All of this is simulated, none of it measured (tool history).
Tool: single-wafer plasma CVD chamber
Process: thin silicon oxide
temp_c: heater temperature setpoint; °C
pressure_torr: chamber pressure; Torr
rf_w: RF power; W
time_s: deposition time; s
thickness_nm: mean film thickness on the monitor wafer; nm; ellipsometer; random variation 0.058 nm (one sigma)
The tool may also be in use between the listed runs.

run	hour	temp_c	pressure_torr	rf_w	time_s	thickness_nm
1	0.0	420	0.588	335	10.44	13.803
2	8.1	420	0.588	335	10.44	13.832
3	15.9	420	0.588	305	10.44	13.350
4	18.5	420	0.602	305	10.44	13.669
5	19.2	420	0.602	305	10.44	13.643
6	25.6	420	0.602	260	10.44	12.843
7	29.1	420	0.620	260	10.44	13.155
8	38.0	420	0.637	260	10.44	13.362
9	44.0	420	0.655	260	10.44	13.677
10	47.7	420	0.671	260	10.44	13.971

Forecast run 11:
11	50.7	420	0.685	260	10.44	?

{"run 11": {"thickness_nm": 14.234}}

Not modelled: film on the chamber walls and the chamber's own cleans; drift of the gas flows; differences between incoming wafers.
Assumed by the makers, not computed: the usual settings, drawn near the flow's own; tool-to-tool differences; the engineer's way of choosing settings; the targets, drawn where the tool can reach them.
